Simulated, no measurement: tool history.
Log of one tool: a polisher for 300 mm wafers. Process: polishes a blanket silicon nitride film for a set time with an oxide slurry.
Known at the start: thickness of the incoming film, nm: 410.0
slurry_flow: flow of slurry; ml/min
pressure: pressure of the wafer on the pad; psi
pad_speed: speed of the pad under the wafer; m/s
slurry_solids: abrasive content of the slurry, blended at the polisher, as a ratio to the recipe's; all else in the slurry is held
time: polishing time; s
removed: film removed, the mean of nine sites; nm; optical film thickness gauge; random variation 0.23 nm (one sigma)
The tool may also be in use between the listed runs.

run 1 hour=0 | slurry_flow=170 pressure=4.2 pad_speed=1.26 slurry_solids=1 time=25 | removed=20.611
run 2 hour=1.5 | slurry_flow=175 pressure=4.3 pad_speed=1.26 slurry_solids=1 time=25 | removed=21.284
run 3 hour=3.7 | slurry_flow=175 pressure=4.3 pad_speed=1.26 slurry_solids=1 time=25 | removed=21.169
run 4 hour=6.1 | slurry_flow=175 pressure=4.3 pad_speed=1.26 slurry_solids=1 time=22 | removed=18.355
-- hour=12.9 slurry nozzle cleaned
run 5 hour=12.9 | slurry_flow=175 pressure=4.6 pad_speed=1.26 slurry_solids=1 time=22 | removed=20.517
run 6 hour=19.8 | slurry_flow=175 pressure=4.6 pad_speed=1.26 slurry_solids=0.85 time=22 | removed=18.155
run 7 hour=27 | slurry_flow=175 pressure=4.9 pad_speed=1.26 slurry_solids=0.85 time=22 | removed=19.575

Run 8 comes next. What will it give?
run 8 hour=32.7 | slurry_flow=175 pressure=5.1 pad_speed=1.26 slurry_solids=0.85 time=22 | removed=?

{"run 8": {"removed": 20.177}}
